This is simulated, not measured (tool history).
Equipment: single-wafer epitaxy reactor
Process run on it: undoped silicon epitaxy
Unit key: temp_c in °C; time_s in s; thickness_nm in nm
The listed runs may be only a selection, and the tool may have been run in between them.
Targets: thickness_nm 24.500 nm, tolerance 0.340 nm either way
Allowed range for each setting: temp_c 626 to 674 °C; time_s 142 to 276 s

run  hour  temp_c  time_s  thickness_nm
  1   0.0     650     209        33.087
  2   5.1     658     209        40.487
  3   7.4     653     209        35.641
  4  13.5     646     209        30.102
  5  14.7     646     221        31.623
  6  15.7     646     192        27.582
  7  16.8     646     192        27.483
  8  21.5     640     192        23.689

Consider the 5 candidate settings below. Which is the only one whose results all fall within their allowed miss of target?
  A  26.2     641     201             ?
  B  26.2     637     216             ?
  C  26.2     641     202             ?
  D  26.2     647     173             ?
  E  26.2     640     193             ?

move  thickness_nm
   A        25.584
   B        24.825
   C        25.711
   D        25.616
   E        23.949
A: the result that was furthest off in the last run now lies on the other side of its target
B: all results land within tolerance of their targets
C: the result that was furthest off in the last run now lies on the other side of its target
D: the result that was furthest off in the last run now lies on the other side of its target
E: better than the last run, though not everything is in spec
B is the move that brings every result within its allowed miss.
